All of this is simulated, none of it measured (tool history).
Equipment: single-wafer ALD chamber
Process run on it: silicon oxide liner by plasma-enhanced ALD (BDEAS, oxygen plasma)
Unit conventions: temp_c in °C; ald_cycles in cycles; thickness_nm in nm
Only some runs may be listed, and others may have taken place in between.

run	hour	temp_c	ald_cycles	thickness_nm
1	0	325	54	4.7967
2	6.7	325	56	4.9808
3	12.5	325	49	4.3787
4	15.2	314	49	4.4223
5	18.2	306	49	4.4767
6	23.1	302	49	4.4985
7	24	302	49	4.4844
8	30.8	302	51	4.6451
9	32.7	302	53	4.8467
10	37.5	302	54	4.9325
11	43	302	55	5.0607
12	44.6	302	56	5.1104
13	49.6	302	57	5.2331
14	50.7	302	58	5.3192

What will run 15 give?
15	55.9	302	58	?

thickness_nm: 5.3132 nm

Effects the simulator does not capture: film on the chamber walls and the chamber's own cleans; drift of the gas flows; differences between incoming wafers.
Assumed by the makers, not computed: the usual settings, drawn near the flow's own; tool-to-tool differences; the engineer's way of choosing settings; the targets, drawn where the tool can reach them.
